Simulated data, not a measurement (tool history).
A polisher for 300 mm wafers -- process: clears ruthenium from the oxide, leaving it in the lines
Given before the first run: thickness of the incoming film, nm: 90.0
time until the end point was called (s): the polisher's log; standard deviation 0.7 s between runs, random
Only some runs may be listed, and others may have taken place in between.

run	day	flow of slurry (ml/min)	pressure of the wafer on the pad (psi)	speed of the pad under the wafer (cm/s)	overpolish time after the end point (s)	time until the end point was called (s)
1	0	160	1.7	120	44	84.497
2	0.329	165	1.8	120	44	77.931
3	0.512	145	1.8	120	44	80.628
4	0.808	145	1.8	120	44	80.81
5	0.917	145	1.6	120	44	88.813
6	1.033	150	1.7	120	44	84.99
7	1.058	160	1.8	120	44	78.944

Expected results for the next run?
8	1.096	170	1.8	120	44	?

time until the end point was called (s): 77.525

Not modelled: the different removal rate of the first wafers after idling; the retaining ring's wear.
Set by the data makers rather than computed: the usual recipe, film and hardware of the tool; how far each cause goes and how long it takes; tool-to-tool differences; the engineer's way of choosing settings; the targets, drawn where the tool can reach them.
